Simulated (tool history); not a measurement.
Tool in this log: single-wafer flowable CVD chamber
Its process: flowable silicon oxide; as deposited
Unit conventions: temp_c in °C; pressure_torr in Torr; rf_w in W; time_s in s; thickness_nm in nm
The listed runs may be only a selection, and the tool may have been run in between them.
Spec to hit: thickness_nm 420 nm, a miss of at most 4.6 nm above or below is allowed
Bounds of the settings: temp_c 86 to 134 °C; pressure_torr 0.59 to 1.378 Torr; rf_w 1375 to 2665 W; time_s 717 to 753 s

run  hour  temp_c  pressure_torr  rf_w  time_s  thickness_nm
  1     0     110          0.984  2020     753        471.59
  2   4.5     110          0.984  2020     753         473.1
  3   7.5     110          0.984  2245     753         479.9
  4  11.5     112          0.984  2245     753        456.35
  5  14.2     117          0.984  2245     753         398.2
  6  20.3     117          0.846  2245     753        344.06
  7  28.6     116          0.846  2245     753        353.25
  8  29.9     115          0.846  2245     753         362.6
  9  33.7     114          0.846  2245     753        372.53
 10  36.3     113          0.846  2245     753        381.23
 11  44.3     111          0.846  2245     753         404.3
 12  51.7     111          0.846  2245     753        406.74

Of the 4 settings listed for the next run, only one would bring every result within its allowed miss of target. Which one?
  A  59.1     112          0.885  2205     728             ?
  B  59.1     118          1.002  2450     753             ?
  C  59.1     113          0.951  2110     744             ?
  D  59.1     110           0.86  2220     719             ?

move  thickness_nm
   A           396
   B        398.12
   C        418.26
   D        402.75
A: its largest miss is bigger than the last run's
B: its largest miss is bigger than the last run's
C: all results land within tolerance of their targets
D: its largest miss is bigger than the last run's
C meets every target.

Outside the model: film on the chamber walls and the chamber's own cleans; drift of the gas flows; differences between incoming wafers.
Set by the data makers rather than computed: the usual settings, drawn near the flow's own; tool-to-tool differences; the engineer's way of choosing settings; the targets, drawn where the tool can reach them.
